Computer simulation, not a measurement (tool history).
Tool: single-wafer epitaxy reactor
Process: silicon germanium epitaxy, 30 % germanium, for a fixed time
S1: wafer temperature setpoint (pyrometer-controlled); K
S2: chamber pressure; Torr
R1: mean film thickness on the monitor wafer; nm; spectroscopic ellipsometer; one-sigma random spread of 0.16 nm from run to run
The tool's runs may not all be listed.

run  hour      S1    S2      R1
  1   0.0  873.15  17.3  57.536
  2   7.7  874.15  17.3  58.598
  3  13.8  875.15  17.3  59.559
  4  16.7  876.15  17.3  60.491
  5  23.0  868.15  17.3  52.550
  6  31.2  868.15  18.4  53.603
  7  31.9  870.15  18.4  55.399
  8  37.9  872.15  18.4  57.209
  9  41.9  873.15  18.4  58.405
 10  49.5  874.15  18.4  59.360

Estimate the outcome of run 11 from the log above:
 11  57.2  875.15  18.4   ?

R1: 60.489 nm
